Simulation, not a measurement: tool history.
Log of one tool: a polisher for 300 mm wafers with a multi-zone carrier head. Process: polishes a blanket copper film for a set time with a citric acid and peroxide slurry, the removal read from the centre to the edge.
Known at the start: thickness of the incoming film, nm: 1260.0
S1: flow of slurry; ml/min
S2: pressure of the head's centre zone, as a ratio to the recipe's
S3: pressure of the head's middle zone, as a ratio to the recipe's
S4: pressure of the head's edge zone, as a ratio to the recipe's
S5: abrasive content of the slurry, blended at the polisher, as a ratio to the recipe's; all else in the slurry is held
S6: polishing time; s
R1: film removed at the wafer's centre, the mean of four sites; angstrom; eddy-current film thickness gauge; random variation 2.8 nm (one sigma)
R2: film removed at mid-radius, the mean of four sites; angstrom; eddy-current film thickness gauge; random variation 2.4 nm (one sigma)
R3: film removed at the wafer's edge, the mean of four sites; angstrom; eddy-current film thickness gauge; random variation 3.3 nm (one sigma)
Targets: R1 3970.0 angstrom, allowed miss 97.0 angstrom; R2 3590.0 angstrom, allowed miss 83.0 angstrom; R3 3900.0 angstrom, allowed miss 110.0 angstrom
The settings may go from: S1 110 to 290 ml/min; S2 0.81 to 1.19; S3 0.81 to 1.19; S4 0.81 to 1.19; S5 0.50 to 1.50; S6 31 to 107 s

run	hour	S1	S2	S3	S4	S5	S6	R1	R2	R3
1	0.0	185	1.00	1.00	1.00	1.00	69	2705.6	2775.5	2724.9
2	8.3	185	1.00	1.00	1.00	1.00	78	3024.1	3061.7	3034.1
3	16.2	195	1.02	1.00	1.04	1.10	78	3217.1	3201.6	3159.2
4	18.9	200	1.02	0.98	1.07	1.20	79	3380.9	3278.4	3395.9
5	23.2	200	1.02	0.98	1.01	1.20	79	3333.3	3289.9	3288.4
6	29.0	215	1.03	0.97	1.05	1.25	79	3448.4	3317.8	3396.5
7	30.7	220	1.04	0.97	1.08	1.30	79	3505.0	3349.1	3546.5
8	35.8	230	1.06	0.98	1.10	1.30	79	3582.5	3386.8	3563.2
9	42.3	235	1.07	0.98	1.12	1.35	79	3728.3	3444.7	3603.4
10	48.6	240	1.07	0.98	1.14	1.40	79	3727.0	3517.3	3693.5
11	51.9	245	1.08	0.98	1.15	1.40	79	3745.9	3521.0	3755.6
12	53.7	250	1.09	0.98	1.16	1.40	79	3849.5	3524.2	3794.0
13	56.9	255	1.09	0.98	1.16	1.40	79	3795.9	3490.4	3782.1

5 next moves are on the table. One of them brings every result within its allowed miss. Which?
A	60.1	235	1.18	1.00	1.13	1.35	81	?	?	?
B	60.1	230	1.17	0.93	1.09	1.45	80	?	?	?
C	60.1	275	1.05	1.08	1.19	1.50	75	?	?	?
D	60.1	250	1.07	0.96	1.17	1.40	78	?	?	?
E	60.1	285	1.09	0.96	1.17	1.45	80	?	?	?

move	R1	R2	R3
A	4175.9	3557.4	3718.2
B	4168.0	3376.5	3681.0
C	3630.4	3673.0	3682.2
D	3728.5	3369.2	3702.1
E	3980.9	3530.6	3869.2
A: takes the result that was furthest off past its target
B: takes the result that was furthest off past its target
C: further off than the last run
D: further off than the last run
E: meets every target
Move E is the one to make.
